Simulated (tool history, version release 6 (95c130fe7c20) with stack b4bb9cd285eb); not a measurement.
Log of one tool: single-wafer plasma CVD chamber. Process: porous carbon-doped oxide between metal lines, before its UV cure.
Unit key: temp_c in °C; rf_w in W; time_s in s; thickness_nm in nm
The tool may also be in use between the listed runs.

run	hour	temp_c	rf_w	time_s	thickness_nm
1	0	290	385	34.3	167.29
2	3	290	385	32.7	160.33
3	4.7	284	385	32.7	166.56
4	11.2	280	395	32.7	173.45
5	14.9	280	420	32.7	180.59
6	22.6	277	425	32.7	186.36
7	25.3	275	425	32.7	188.62

Forecast run 8:
8	31.6	275	425	32.7	?

{"run 8": {"thickness_nm": 188.37}}

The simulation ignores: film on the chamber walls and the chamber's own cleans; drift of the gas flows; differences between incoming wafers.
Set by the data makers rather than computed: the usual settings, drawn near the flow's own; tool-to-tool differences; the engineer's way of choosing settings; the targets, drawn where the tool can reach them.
